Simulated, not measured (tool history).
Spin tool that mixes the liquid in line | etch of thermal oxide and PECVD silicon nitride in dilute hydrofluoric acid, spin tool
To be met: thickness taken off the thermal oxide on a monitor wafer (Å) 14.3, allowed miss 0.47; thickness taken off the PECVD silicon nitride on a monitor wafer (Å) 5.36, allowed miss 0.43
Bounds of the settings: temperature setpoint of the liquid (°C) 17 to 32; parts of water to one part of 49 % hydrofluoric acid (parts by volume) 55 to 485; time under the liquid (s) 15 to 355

run,hour,temperature setpoint of the liquid (°C),parts of water to one part of 49 % hydrofluoric acid (parts by volume),time under the liquid (s),thickness taken off the thermal oxide on a monitor wafer (Å),thickness taken off the PECVD silicon nitride on a monitor wafer (Å)
1,0,24,270,180,28.621,13.059
2,2.7,25.5,270,180,30.533,14.721
3,5.8,23.5,290,175,25.473,11.439
4,10.6,22,290,175,24.009,10.181
5,16.7,21,310,175,21.198,9.2089
6,24.3,20,320,170,19.416,7.9158
7,28.8,19,330,170,17.757,7.7052
8,31.6,18.5,330,160,16.526,6.6582
9,34.8,18,330,155,15.757,6.2837
10,42.3,17.5,330,150,14.809,5.7787

4 next moves are on the table. One of them brings every result within its allowed miss. Which?
A,49.8,19.5,345,155,?,?
B,49.8,17,270,120,?,?
C,49.8,17,290,125,?,?
D,49.8,18.5,345,135,?,?

move,thickness taken off the thermal oxide on a monitor wafer (Å),thickness taken off the PECVD silicon nitride on a monitor wafer (Å)
A,15.766,6.6907
B,15.232,5.6069
C,14.512,5.4525
D,13.257,5.477
A: further off than the last run
B: further off than the last run
C: meets every target
D: takes the result that was furthest off past its target
The right move is C.
